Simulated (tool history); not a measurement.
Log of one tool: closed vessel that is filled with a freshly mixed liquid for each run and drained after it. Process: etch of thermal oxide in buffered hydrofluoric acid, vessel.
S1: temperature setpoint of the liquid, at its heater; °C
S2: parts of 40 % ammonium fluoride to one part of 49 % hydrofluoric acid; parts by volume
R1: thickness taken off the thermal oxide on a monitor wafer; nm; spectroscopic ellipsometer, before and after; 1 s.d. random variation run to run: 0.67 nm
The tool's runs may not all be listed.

Run 1, hour 0.0: S1 23.0 °C, S2 19.5 parts by volume, time in the liquid (s) 105. Result: R1 51.961 nm.
Run 2, hour 4.7: S1 25.5 °C, S2 17.5 parts by volume, time in the liquid (s) 105. Result: R1 66.419 nm.
Run 3, hour 7.9: S1 27.5 °C, S2 16.5 parts by volume, time in the liquid (s) 105. Result: R1 79.326 nm.
Run 4, hour 14.4: S1 28.5 °C, S2 16.0 parts by volume, time in the liquid (s) 105. Result: R1 84.507 nm.
Run 5, hour 23.4: S1 28.5 °C, S2 11.0 parts by volume, time in the liquid (s) 105. Result: R1 122.650 nm.
Run 6, hour 27.0: S1 28.0 °C, S2 11.0 parts by volume, time in the liquid (s) 105. Result: R1 119.870 nm.

For run 7, what comes out?
Run 7, hour 33.4: S1 27.5 °C, S2 11.0 parts by volume, time in the liquid (s) 105. Result: R1 ?.

R1: 116.560 nm
